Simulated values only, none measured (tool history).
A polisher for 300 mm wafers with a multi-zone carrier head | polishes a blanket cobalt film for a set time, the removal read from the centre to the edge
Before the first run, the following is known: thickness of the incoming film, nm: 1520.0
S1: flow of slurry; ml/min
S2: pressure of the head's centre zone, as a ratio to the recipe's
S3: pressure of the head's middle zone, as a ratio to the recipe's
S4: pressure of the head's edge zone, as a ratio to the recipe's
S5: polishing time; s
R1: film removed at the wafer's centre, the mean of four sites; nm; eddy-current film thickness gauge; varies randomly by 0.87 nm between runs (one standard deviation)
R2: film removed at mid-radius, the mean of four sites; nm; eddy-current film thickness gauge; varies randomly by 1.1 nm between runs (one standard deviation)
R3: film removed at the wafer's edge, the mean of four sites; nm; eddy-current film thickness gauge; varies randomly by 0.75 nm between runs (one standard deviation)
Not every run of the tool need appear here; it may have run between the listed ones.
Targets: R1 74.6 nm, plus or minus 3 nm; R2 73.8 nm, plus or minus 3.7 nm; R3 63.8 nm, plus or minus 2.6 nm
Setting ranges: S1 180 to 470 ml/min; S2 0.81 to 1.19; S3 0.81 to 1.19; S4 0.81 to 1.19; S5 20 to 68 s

Run 1, hour 0: S1 300 ml/min, S2 1, S3 1, S4 1, S5 44 s. Result: R1 117.59 nm, R2 116.39 nm, R3 118.72 nm.
Run 2, hour 3: S1 300 ml/min, S2 1.02, S3 1.02, S4 0.96, S5 37 s. Result: R1 99.38 nm, R2 103.26 nm, R3 97.556 nm.
Run 3, hour 3.5: S1 355 ml/min, S2 1.02, S3 1.02, S4 0.96, S5 37 s. Result: R1 101.14 nm, R2 103.9 nm, R3 99.399 nm.
Run 4, hour 5.2: S1 355 ml/min, S2 1.07, S3 1.02, S4 0.96, S5 37 s. Result: R1 106.01 nm, R2 102.16 nm, R3 96.247 nm.
Run 5, hour 6.3: S1 355 ml/min, S2 1.01, S3 1.02, S4 0.96, S5 37 s. Result: R1 100.79 nm, R2 103.44 nm, R3 102.08 nm.
Run 6, hour 11.5: S1 355 ml/min, S2 1.01, S3 1.02, S4 1.04, S5 37 s. Result: R1 103.39 nm, R2 100.9 nm, R3 103.83 nm.
Run 7, hour 15.8: S1 345 ml/min, S2 1.04, S3 1.02, S4 1, S5 33 s. Result: R1 92.952 nm, R2 90.256 nm, R3 89.096 nm.
Run 8, hour 18.5: S1 325 ml/min, S2 1.06, S3 1.02, S4 0.97, S5 31 s. Result: R1 89.024 nm, R2 85.256 nm, R3 83.354 nm.
Run 9, hour 21.7: S1 315 ml/min, S2 1.08, S3 1.03, S4 0.94, S5 29 s. Result: R1 83.406 nm, R2 79.012 nm, R3 75.79 nm.
Run 10, hour 23.5: S1 300 ml/min, S2 1.09, S3 1.04, S4 0.91, S5 28 s. Result: R1 79.743 nm, R2 77.275 nm, R3 74.666 nm.
Run 11, hour 26: S1 315 ml/min, S2 1.12, S3 1.07, S4 0.88, S5 27 s. Result: R1 78.505 nm, R2 77.021 nm, R3 69.154 nm.

Which single option among these 4 for the next run brings every result within its allowed miss of target? Just one does.
Run A, hour 28.5: S1 265 ml/min, S2 0.98, S3 0.99, S4 0.98, S5 27 s. Result: R1 ?, R2 ?, R3 ?.
Run B, hour 28.5: S1 330 ml/min, S2 1.1, S3 1.01, S4 0.93, S5 27 s. Result: R1 ?, R2 ?, R3 ?.
Run C, hour 28.5: S1 290 ml/min, S2 0.85, S3 1.02, S4 0.82, S5 31 s. Result: R1 ?, R2 ?, R3 ?.
Run D, hour 28.5: S1 280 ml/min, S2 1.17, S3 1.13, S4 0.91, S5 25 s. Result: R1 ?, R2 ?, R3 ?.

move      R1      R2      R3
   A  70.936  71.234   72.69
   B  78.693  73.575  71.766
   C   74.07  84.502  77.312
   D  75.454  74.078  65.098
A: further off than the last run
B: further off than the last run
C: further off than the last run
D: each result inside its tolerance
Answer: D
